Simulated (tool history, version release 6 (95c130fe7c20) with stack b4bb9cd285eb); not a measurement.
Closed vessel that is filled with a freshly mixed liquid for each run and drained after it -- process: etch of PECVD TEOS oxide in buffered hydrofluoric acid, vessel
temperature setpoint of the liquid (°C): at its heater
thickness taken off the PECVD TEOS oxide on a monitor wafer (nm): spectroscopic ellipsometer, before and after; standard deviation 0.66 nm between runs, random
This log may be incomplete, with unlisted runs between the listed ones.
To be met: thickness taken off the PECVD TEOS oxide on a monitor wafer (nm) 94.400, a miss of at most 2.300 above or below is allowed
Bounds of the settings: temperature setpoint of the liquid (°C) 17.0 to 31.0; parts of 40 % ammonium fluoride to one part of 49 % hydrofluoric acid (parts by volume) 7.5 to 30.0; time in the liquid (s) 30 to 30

run  hour  temperature setpoint of the liquid (°C)  parts of 40 % ammonium fluoride to one part of 49 % hydrofluoric acid (parts by volume)  time in the liquid (s)  thickness taken off the PECVD TEOS oxide on a monitor wafer (nm)
  1   0.0                                     23.0                                                                                     21.0                      30                                                            35.743
  2   3.9                                     20.0                                                                                     21.0                      30                                                            30.272
  3   6.0                                     20.0                                                                                     24.5                      30                                                            27.346
  4   9.4                                     23.5                                                                                     19.5                      30                                                            39.149
  5  10.8                                     26.0                                                                                     16.0                      30                                                            54.616
  6  12.2                                     26.0                                                                                     16.0                      30                                                            54.486
  7  19.2                                     27.5                                                                                     14.5                      30                                                            64.783
  8  28.1                                     28.5                                                                                     13.5                      30                                                            74.592

Which of these 4 next moves meets every target?
  A  37.0                                     31.0                                                                                     11.5                      30                                                                 ?
  B  37.0                                     26.5                                                                                      8.5                      30                                                                 ?
  C  37.0                                     31.0                                                                                     19.0                      30                                                                 ?
  D  37.0                                     29.5                                                                                     11.0                      30                                                                 ?

move  thickness taken off the PECVD TEOS oxide on a monitor wafer (nm)
   A                                                            97.466
   B                                                           100.060
   C                                                            59.619
   D                                                            94.086
A: carries the result that was furthest off beyond its target, to the other side
B: carries the result that was furthest off beyond its target, to the other side
C: moves away from the targets compared with the last run
D: all results in spec
Correct choice: D, which meets every target
